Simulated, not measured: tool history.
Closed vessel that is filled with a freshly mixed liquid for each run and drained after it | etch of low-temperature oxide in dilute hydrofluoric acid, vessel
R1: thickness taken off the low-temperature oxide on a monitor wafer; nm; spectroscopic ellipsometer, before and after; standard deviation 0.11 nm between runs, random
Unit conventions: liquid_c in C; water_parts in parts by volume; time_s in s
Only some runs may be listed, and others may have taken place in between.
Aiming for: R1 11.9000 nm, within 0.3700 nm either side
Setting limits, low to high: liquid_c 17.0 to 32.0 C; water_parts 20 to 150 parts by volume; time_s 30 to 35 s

{"run": 1, "day": 0.0, "liquid_c": 24.0, "water_parts": 85, "time_s": 35, "R1": 8.3495}
{"run": 2, "day": 0.208, "liquid_c": 22.5, "water_parts": 85, "time_s": 35, "R1": 7.6978}
{"run": 3, "day": 0.275, "liquid_c": 20.0, "water_parts": 85, "time_s": 35, "R1": 6.8676}
{"run": 4, "day": 0.604, "liquid_c": 20.0, "water_parts": 105, "time_s": 35, "R1": 5.4486}
{"day": 0.925, "done": "thermometer replaced"}
{"run": 5, "day": 0.925, "liquid_c": 17.0, "water_parts": 105, "time_s": 35, "R1": 4.4978}
{"run": 6, "day": 1.029, "liquid_c": 19.0, "water_parts": 105, "time_s": 35, "R1": 4.7254}
{"run": 7, "day": 1.142, "liquid_c": 23.0, "water_parts": 75, "time_s": 35, "R1": 8.285}
{"run": 8, "day": 1.229, "liquid_c": 23.5, "water_parts": 75, "time_s": 35, "R1": 8.4322}

Exactly one of the 5 candidate moves below puts every result within its allowed miss. Which one?
{"run": "A", "day": 1.317, "liquid_c": 25.5, "water_parts": 55, "time_s": 35, "R1": "?"}
{"run": "B", "day": 1.317, "liquid_c": 22.5, "water_parts": 50, "time_s": 35, "R1": "?"}
{"run": "C", "day": 1.317, "liquid_c": 26.5, "water_parts": 65, "time_s": 35, "R1": "?"}
{"run": "D", "day": 1.317, "liquid_c": 26.0, "water_parts": 60, "time_s": 30, "R1": "?"}
{"run": "E", "day": 1.317, "liquid_c": 23.5, "water_parts": 55, "time_s": 35, "R1": "?"}

move=A R1=12.7590
move=B R1=12.4900
move=C R1=11.0850
move=D R1=10.1590
move=E R1=11.7580
A: takes the result that was furthest off past its target
B: takes the result that was furthest off past its target
C: nearer than the last run, and not there yet
D: nearer than the last run, and not there yet
E: every result lands within tolerance
E is the move that brings every result within its allowed miss.

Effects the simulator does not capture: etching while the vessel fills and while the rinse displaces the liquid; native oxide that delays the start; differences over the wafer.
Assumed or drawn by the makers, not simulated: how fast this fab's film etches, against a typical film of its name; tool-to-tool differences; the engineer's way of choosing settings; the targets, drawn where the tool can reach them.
